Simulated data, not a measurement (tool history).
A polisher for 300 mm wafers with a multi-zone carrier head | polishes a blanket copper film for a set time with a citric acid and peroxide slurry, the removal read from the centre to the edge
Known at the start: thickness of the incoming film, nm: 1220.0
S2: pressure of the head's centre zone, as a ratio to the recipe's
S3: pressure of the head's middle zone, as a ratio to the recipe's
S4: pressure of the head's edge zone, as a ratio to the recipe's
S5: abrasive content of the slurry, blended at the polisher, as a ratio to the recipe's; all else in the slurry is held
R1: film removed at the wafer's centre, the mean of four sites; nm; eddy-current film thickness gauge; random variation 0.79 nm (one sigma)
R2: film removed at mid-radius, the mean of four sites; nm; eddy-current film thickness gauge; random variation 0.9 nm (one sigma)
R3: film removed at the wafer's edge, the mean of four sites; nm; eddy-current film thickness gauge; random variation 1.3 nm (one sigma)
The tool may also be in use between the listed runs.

{"run": 1, "hour": 0.0, "flow of slurry (ml/min)": 150, "S2": 1.0, "S3": 1.0, "S4": 1.0, "S5": 1.0, "polishing time (s)": 31, "R1": 74.514, "R2": 74.538, "R3": 73.618}
{"run": 2, "hour": 5.0, "flow of slurry (ml/min)": 150, "S2": 1.0, "S3": 1.0, "S4": 1.0, "S5": 1.1, "polishing time (s)": 31, "R1": 75.408, "R2": 77.27, "R3": 75.591}
{"run": 3, "hour": 12.5, "flow of slurry (ml/min)": 160, "S2": 1.02, "S3": 1.0, "S4": 1.04, "S5": 1.2, "polishing time (s)": 31, "R1": 79.909, "R2": 78.435, "R3": 81.518}
{"run": 4, "hour": 16.9, "flow of slurry (ml/min)": 160, "S2": 1.09, "S3": 1.0, "S4": 1.04, "S5": 1.2, "polishing time (s)": 31, "R1": 83.015, "R2": 78.992, "R3": 82.574}
{"run": 5, "hour": 25.1, "flow of slurry (ml/min)": 160, "S2": 1.05, "S3": 1.0, "S4": 1.04, "S5": 1.2, "polishing time (s)": 31, "R1": 81.939, "R2": 79.378, "R3": 81.202}
{"hour": 30.6, "done": "worn pad replaced by a new one"}
{"run": 6, "hour": 30.6, "flow of slurry (ml/min)": 160, "S2": 1.05, "S3": 1.08, "S4": 1.04, "S5": 1.2, "polishing time (s)": 31, "R1": 86.955, "R2": 88.596, "R3": 86.143}
{"run": 7, "hour": 37.3, "flow of slurry (ml/min)": 165, "S2": 1.05, "S3": 1.08, "S4": 1.06, "S5": 1.2, "polishing time (s)": 31, "R1": 87.479, "R2": 89.979, "R3": 86.973}
{"run": 8, "hour": 44.0, "flow of slurry (ml/min)": 170, "S2": 1.06, "S3": 1.08, "S4": 1.09, "S5": 1.2, "polishing time (s)": 31, "R1": 89.186, "R2": 91.314, "R3": 89.636}

The next listed run, before its measurement:
{"run": 9, "hour": 45.8, "flow of slurry (ml/min)": 175, "S2": 1.07, "S3": 1.08, "S4": 1.11, "S5": 1.2, "polishing time (s)": 31, "R1": "?", "R2": "?", "R3": "?"}

Run 9 gave R1 89.650 nm, R2 90.352 nm, R3 89.717 nm.

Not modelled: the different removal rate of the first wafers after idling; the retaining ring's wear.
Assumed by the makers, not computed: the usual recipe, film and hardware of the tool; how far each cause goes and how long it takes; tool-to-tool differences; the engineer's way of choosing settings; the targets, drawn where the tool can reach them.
